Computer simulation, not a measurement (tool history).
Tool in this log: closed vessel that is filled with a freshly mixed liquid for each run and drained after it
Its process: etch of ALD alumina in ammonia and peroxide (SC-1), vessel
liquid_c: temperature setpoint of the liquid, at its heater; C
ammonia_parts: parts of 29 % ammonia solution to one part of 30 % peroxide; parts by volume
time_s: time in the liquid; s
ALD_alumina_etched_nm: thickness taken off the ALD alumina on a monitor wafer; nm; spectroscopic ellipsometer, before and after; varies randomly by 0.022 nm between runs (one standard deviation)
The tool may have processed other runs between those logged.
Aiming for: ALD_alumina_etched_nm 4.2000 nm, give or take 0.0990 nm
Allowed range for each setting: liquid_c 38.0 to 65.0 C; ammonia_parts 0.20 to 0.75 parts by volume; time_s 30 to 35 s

run	hour	liquid_c	ammonia_parts	time_s	ALD_alumina_etched_nm
1	0.0	49.0	0.45	35	2.6526
2	6.8	49.0	0.45	30	2.2859
3	13.7	52.0	0.45	30	2.6627
4	22.7	52.0	0.40	30	2.6246
5	29.6	55.0	0.40	30	3.1210
6	31.8	50.0	0.40	30	2.3894
7	40.3	58.0	0.40	30	3.5755
8	45.1	62.0	0.40	30	4.4781
9	52.9	61.5	0.40	30	4.3105

Exactly one of the 5 candidate moves below puts every result within its allowed miss. Which one?
A	60.7	58.5	0.45	35	?
B	60.7	58.0	0.35	35	?
C	60.7	59.5	0.40	30	?
D	60.7	59.5	0.50	30	?
E	60.7	59.0	0.45	35	?

move	ALD_alumina_etched_nm
A	4.3479
B	4.1387
C	3.8779
D	3.9605
E	4.4601
A: further off than the last run
B: all results in spec
C: moves the result that the last run missed by most past its target, out the other side
D: moves the result that the last run missed by most past its target, out the other side
E: further off than the last run
Correct choice: B, which meets every target
